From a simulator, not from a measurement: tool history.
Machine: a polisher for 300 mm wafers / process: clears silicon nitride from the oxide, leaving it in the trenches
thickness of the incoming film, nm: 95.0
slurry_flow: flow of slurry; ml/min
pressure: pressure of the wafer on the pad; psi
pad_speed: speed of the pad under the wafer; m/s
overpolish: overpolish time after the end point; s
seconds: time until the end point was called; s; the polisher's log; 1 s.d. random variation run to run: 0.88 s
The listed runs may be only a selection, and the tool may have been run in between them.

| run | hour | slurry_flow | pressure | pad_speed | overpolish | seconds |
|---|---|---|---|---|---|---|
| 1 | 0.0 | 185 | 3.0 | 1.22 | 5 | 91.031 |
| 2 | 6.0 | 185 | 3.0 | 1.40 | 5 | 78.518 |
| 3 | 7.9 | 225 | 3.0 | 1.40 | 5 | 76.305 |
| 4 | 16.4 | 225 | 3.3 | 1.40 | 5 | 66.692 |
| 5 | 22.1 | 225 | 3.6 | 1.42 | 5 | 62.795 |
| 6 | 24.8 | 225 | 3.9 | 1.44 | 5 | 58.492 |

Run 7, settings as shown, results not yet in. Your forecast:
| 7 | 26.0 | 225 | 3.9 | 1.44 | 5 | ? |

{"run 7": {"seconds": 56.689}}

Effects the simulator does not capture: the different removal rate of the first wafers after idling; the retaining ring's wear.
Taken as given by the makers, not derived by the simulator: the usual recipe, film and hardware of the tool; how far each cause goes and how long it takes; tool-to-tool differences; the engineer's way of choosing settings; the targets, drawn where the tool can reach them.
